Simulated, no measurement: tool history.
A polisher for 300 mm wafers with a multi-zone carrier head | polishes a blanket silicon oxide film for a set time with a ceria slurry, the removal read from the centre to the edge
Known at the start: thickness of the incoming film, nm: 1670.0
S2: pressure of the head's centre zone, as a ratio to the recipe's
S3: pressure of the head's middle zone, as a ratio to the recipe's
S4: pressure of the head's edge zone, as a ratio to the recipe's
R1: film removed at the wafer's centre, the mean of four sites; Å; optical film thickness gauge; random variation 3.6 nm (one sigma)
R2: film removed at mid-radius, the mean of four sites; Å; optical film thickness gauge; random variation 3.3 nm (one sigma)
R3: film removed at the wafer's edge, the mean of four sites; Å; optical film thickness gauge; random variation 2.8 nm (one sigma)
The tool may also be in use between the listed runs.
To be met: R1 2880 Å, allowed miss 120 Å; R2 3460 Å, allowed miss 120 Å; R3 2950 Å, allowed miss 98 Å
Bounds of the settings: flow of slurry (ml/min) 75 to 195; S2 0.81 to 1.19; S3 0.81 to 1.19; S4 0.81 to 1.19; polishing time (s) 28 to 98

{"run": 1, "day": 0.0, "flow of slurry (ml/min)": 125, "S2": 1, "S3": 1, "S4": 1, "polishing time (s)": 63, "R1": 2023.7, "R2": 1917, "R3": 1994.5}
{"run": 2, "day": 0.138, "flow of slurry (ml/min)": 135, "S2": 0.99, "S3": 1.03, "S4": 1, "polishing time (s)": 66, "R1": 2074.5, "R2": 2089.9, "R3": 2098.3}
{"run": 3, "day": 0.512, "flow of slurry (ml/min)": 140, "S2": 1, "S3": 1.05, "S4": 1, "polishing time (s)": 69, "R1": 2236.7, "R2": 2284.2, "R3": 2221.7}
{"run": 4, "day": 0.796, "flow of slurry (ml/min)": 145, "S2": 1, "S3": 1.07, "S4": 1.01, "polishing time (s)": 71, "R1": 2316.6, "R2": 2365.8, "R3": 2262.2}
{"run": 5, "day": 1.121, "flow of slurry (ml/min)": 150, "S2": 0.99, "S3": 1.08, "S4": 1.01, "polishing time (s)": 74, "R1": 2375.2, "R2": 2521.2, "R3": 2423.9}
{"run": 6, "day": 1.375, "flow of slurry (ml/min)": 150, "S2": 0.99, "S3": 1.08, "S4": 1.07, "polishing time (s)": 74, "R1": 2399.2, "R2": 2515.1, "R3": 2420.8}
{"run": 7, "day": 1.462, "flow of slurry (ml/min)": 155, "S2": 0.99, "S3": 1.1, "S4": 1.07, "polishing time (s)": 76, "R1": 2466.4, "R2": 2621.6, "R3": 2582.1}
{"run": 8, "day": 1.567, "flow of slurry (ml/min)": 160, "S2": 0.99, "S3": 1.11, "S4": 1.05, "polishing time (s)": 77, "R1": 2511, "R2": 2721.7, "R3": 2550}
{"run": 9, "day": 1.683, "flow of slurry (ml/min)": 165, "S2": 0.99, "S3": 1.12, "S4": 1.05, "polishing time (s)": 78, "R1": 2603.6, "R2": 2789, "R3": 2589.8}
{"run": 10, "day": 1.912, "flow of slurry (ml/min)": 165, "S2": 0.98, "S3": 1.13, "S4": 1.04, "polishing time (s)": 79, "R1": 2585.3, "R2": 2836.4, "R3": 2640.8}
{"run": 11, "day": 2.188, "flow of slurry (ml/min)": 170, "S2": 0.97, "S3": 1.14, "S4": 1.02, "polishing time (s)": 80, "R1": 2703.6, "R2": 2867.6, "R3": 2638.1}
{"run": 12, "day": 2.292, "flow of slurry (ml/min)": 165, "S2": 1, "S3": 1.15, "S4": 1.04, "polishing time (s)": 81, "R1": 2709.4, "R2": 2968.5, "R3": 2703.2}
{"run": 13, "day": 2.412, "flow of slurry (ml/min)": 160, "S2": 0.99, "S3": 1.16, "S4": 1.02, "polishing time (s)": 83, "R1": 2769.8, "R2": 2997.1, "R3": 2759.9}
{"run": 14, "day": 2.558, "flow of slurry (ml/min)": 160, "S2": 0.99, "S3": 1.16, "S4": 1.02, "polishing time (s)": 83, "R1": 2697.7, "R2": 3048.5, "R3": 2734.3}
{"run": 15, "day": 2.917, "flow of slurry (ml/min)": 160, "S2": 0.99, "S3": 1.16, "S4": 1.01, "polishing time (s)": 84, "R1": 2747.6, "R2": 3081, "R3": 2732}
{"run": 16, "day": 3.121, "flow of slurry (ml/min)": 160, "S2": 0.98, "S3": 1.16, "S4": 1.01, "polishing time (s)": 85, "R1": 2789.2, "R2": 3112.9, "R3": 2824}
{"run": 17, "day": 3.317, "flow of slurry (ml/min)": 160, "S2": 0.97, "S3": 1.16, "S4": 0.99, "polishing time (s)": 86, "R1": 2871.7, "R2": 3135.3, "R3": 2852.2}
{"run": 18, "day": 3.629, "flow of slurry (ml/min)": 195, "S2": 0.87, "S3": 1.19, "S4": 0.92, "polishing time (s)": 87, "R1": 2752.4, "R2": 3367.4, "R3": 2817.4}
{"run": 19, "day": 3.658, "flow of slurry (ml/min)": 195, "S2": 0.87, "S3": 1.19, "S4": 0.92, "polishing time (s)": 87, "R1": 2747.9, "R2": 3319.5, "R3": 2756.6}

5 next moves are on the table. One of them brings every result within its allowed miss. Which?
{"run": "A", "day": 3.688, "flow of slurry (ml/min)": 195, "S2": 0.9, "S3": 1.19, "S4": 0.94, "polishing time (s)": 97, "R1": "?", "R2": "?", "R3": "?"}
{"run": "B", "day": 3.688, "flow of slurry (ml/min)": 180, "S2": 0.9, "S3": 1.19, "S4": 0.91, "polishing time (s)": 83, "R1": "?", "R2": "?", "R3": "?"}
{"run": "C", "day": 3.688, "flow of slurry (ml/min)": 155, "S2": 0.87, "S3": 1.17, "S4": 0.89, "polishing time (s)": 95, "R1": "?", "R2": "?", "R3": "?"}
{"run": "D", "day": 3.688, "flow of slurry (ml/min)": 195, "S2": 0.91, "S3": 1.05, "S4": 0.91, "polishing time (s)": 88, "R1": "?", "R2": "?", "R3": "?"}
{"run": "E", "day": 3.688, "flow of slurry (ml/min)": 195, "S2": 0.93, "S3": 1.18, "S4": 0.9, "polishing time (s)": 86, "R1": "?", "R2": "?", "R3": "?"}

move=A R1=3137.4 R2=3715.5 R3=3100.7
move=B R1=2649.5 R2=3142.3 R3=2597.2
move=C R1=2895.8 R2=3460.8 R3=2897.3
move=D R1=2861.4 R2=3027.4 R3=2782.7
move=E R1=2833.7 R2=3270 R3=2703.2
A: takes the result that was furthest off past its target
B: further off than the last run
C: meets every target
D: further off than the last run
E: further off than the last run
The right move is C.

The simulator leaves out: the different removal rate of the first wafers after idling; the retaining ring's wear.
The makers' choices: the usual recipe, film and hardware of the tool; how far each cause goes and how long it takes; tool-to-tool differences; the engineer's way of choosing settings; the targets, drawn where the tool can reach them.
